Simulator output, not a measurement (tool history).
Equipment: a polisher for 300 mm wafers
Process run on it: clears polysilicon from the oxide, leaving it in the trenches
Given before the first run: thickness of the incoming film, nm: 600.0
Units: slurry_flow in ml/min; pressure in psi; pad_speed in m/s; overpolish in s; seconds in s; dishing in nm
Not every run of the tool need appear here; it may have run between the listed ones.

| run | hour | slurry_flow | pressure | pad_speed | overpolish | seconds | dishing |
|---|---|---|---|---|---|---|---|
| 1 | 0.0 | 175 | 2.5 | 1.16 | 13 | 43.204 | 61.347 |
| 2 | 4.6 | 180 | 2.7 | 1.16 | 10 | 39.300 | 60.670 |
| 3 | 12.3 | 220 | 2.7 | 1.16 | 10 | 38.712 | 59.696 |
| 4 | 17.1 | 220 | 2.3 | 1.16 | 10 | 44.673 | 58.116 |
| 5 | 26.0 | 220 | 2.3 | 1.38 | 10 | 38.314 | 60.728 |
| 6 | 28.1 | 220 | 2.3 | 1.16 | 10 | 45.282 | 57.054 |
| 7 | 29.0 | 235 | 2.7 | 1.02 | 8 | 44.342 | 56.305 |
| 8 | 33.5 | 245 | 2.9 | 1.00 | 7 | 41.408 | 52.684 |
| 9 | 38.3 | 245 | 2.9 | 1.00 | 7 | 41.498 | 52.995 |
| 10 | 41.4 | 255 | 3.2 | 0.94 | 6 | 39.260 | 50.694 |
| 11 | 42.9 | 260 | 3.4 | 0.90 | 5 | 39.546 | 45.965 |

What will run 12 give?
| 12 | 48.1 | 260 | 3.5 | 0.92 | 5 | ? | ? |

seconds: 37.631 s
dishing: 48.924 nm
